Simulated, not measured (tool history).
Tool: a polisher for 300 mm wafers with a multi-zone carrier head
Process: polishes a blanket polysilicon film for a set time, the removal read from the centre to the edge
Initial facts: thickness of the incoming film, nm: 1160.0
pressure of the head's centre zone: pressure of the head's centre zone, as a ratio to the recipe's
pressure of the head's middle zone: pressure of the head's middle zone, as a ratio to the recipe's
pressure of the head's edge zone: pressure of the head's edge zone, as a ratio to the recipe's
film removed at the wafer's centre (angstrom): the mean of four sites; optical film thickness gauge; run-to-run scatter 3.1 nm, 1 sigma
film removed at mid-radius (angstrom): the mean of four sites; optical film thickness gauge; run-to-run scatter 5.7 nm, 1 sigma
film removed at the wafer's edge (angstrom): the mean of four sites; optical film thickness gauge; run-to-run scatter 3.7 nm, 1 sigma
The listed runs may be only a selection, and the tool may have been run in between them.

run  hour  flow of slurry (ml/min)  pressure of the head's centre zone  pressure of the head's middle zone  pressure of the head's edge zone  polishing time (s)  film removed at the wafer's centre (angstrom)  film removed at mid-radius (angstrom)  film removed at the wafer's edge (angstrom)
  1   0.0                      280                                1.00                                1.00                              1.00                  43                                         3378.5                                 3325.9                                       3307.0
  2   2.3                      280                                1.00                                1.00                              1.00                  38                                         2984.9                                 2992.1                                       2910.3
  3   5.9                      280                                1.00                                1.00                              1.00                  42                                         3335.9                                 3304.5                                       3259.6
  4  11.0                      280                                0.92                                1.00                              1.00                  42                                         3052.7                                 3308.5                                       3233.7
  5  17.4                      280                                0.92                                0.93                              1.00                  42                                         3042.2                                 3018.3                                       3224.6
  6  21.9                      280                                0.92                                0.85                              1.00                  42                                         3059.1                                 2870.0                                       3267.7
  7  27.8                      295                                0.96                                0.93                              1.03                  46                                         3509.8                                 3411.0                                       3535.5

What does the tool deliver on the next run?
  8  36.5                      290                                0.97                                0.96                              1.03                  50                                              ?                                      ?                                            ?

film removed at the wafer's centre (angstrom): 3854.6
film removed at mid-radius (angstrom): 3792.5
film removed at the wafer's edge (angstrom): 3864.3
